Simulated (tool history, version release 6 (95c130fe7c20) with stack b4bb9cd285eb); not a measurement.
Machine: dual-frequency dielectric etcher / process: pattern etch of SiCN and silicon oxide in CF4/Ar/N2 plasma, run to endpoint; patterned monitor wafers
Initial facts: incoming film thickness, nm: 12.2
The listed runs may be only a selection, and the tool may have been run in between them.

run	day	source power (W)	bias power (W)	Ar flow (sccm)	CF4 flow (sccm)	endpoint time (s)
1	0	580	90	121	76	10.78
2	0.3	580	90	113	76	10.771
3	0.608	580	90	113	66	10.932
4	0.921	580	90	113	57	11.102
5	1.058	600	90	113	57	10.932
6	1.338	620	90	113	57	10.595

Estimate the outcome of run 7 from the log above:
7	1.596	630	90	113	57	?

endpoint time (s): 10.345

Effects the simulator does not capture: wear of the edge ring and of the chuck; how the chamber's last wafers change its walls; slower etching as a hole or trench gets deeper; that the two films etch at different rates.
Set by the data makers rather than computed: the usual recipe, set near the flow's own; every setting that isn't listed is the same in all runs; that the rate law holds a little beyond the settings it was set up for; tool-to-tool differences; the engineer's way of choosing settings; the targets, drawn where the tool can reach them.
